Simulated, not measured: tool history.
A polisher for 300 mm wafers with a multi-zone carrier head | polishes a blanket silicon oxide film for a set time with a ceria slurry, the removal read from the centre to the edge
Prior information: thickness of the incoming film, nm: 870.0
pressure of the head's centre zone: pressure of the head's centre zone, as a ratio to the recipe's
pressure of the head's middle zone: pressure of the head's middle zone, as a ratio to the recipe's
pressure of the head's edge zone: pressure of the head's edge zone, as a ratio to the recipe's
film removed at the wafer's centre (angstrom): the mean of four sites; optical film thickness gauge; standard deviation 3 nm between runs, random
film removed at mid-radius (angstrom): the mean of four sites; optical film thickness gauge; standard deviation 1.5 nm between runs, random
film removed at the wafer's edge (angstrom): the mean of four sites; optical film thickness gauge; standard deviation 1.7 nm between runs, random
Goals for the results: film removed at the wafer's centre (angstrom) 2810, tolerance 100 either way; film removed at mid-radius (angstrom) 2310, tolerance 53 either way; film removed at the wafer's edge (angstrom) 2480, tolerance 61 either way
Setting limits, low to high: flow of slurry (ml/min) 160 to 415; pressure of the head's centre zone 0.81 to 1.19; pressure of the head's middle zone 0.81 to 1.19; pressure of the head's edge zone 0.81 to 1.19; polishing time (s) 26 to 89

run    day  flow of slurry (ml/min)  pressure of the head's centre zone  pressure of the head's middle zone  pressure of the head's edge zone  polishing time (s)  film removed at the wafer's centre (angstrom)  film removed at mid-radius (angstrom)  film removed at the wafer's edge (angstrom)
  1      0                      265                                   1                                   1                                 1                  57                                         3101.6                                 3011.9                                       2986.1
  2  0.233                      265                                   1                                   1                                 1                  67                                         3523.4                                 3503.1                                       3531.7
  3  0.312                      260                                   1                                0.97                              0.97                  64                                         3408.5                                 3249.1                                       3313.2
  4  0.454                      255                                   1                                0.95                              0.95                  62                                           3318                                 3120.1                                       3181.5
  5  0.675                      255                                   1                                0.89                              0.95                  62                                         3345.4                                 2918.6                                       3176.9
     1.046  -- worn pad replaced by a new one
  6  1.046                      255                                1.04                                0.89                              0.95                  62                                         3571.5                                 3163.6                                       3425.7
  7  1.404                      330                                0.94                                0.81                              0.85                  62                                           3520                                 3051.8                                       3290.9
  8   1.55                      315                                0.95                                0.81                              0.84                  60                                         3380.6                                 2910.8                                       3154.7

Which single option among these 5 for the next run brings every result within its allowed miss of target? Just one does.
  A  1.696                      300                                0.84                                0.87                                 1                  76                                              ?                                      ?                                            ?
  B  1.696                      190                                0.81                                0.91                              1.02                  52                                              ?                                      ?                                            ?
  C  1.696                      405                                0.88                                0.86                              0.84                  47                                              ?                                      ?                                            ?
  D  1.696                      330                                1.01                                0.81                              0.82                  47                                              ?                                      ?                                            ?
  E  1.696                      390                                0.95                                1.02                              0.81                  66                                              ?                                      ?                                            ?

move  film removed at the wafer's centre (angstrom)  film removed at mid-radius (angstrom)  film removed at the wafer's edge (angstrom)
   A                                           3944                                 3870.9                                       4347.3
   B                                         2458.8                                 2579.1                                       2863.9
   C                                         2587.8                                 2435.4                                       2530.9
   D                                         2783.2                                 2281.9                                       2473.2
   E                                         3814.5                                 3917.2                                       3482.8
A: lands further from the targets than the last run did
B: gains on the last run, yet a result remains outside its allowed miss
C: gains on the last run, yet a result remains outside its allowed miss
D: all results in spec
E: lands further from the targets than the last run did
Answer: D
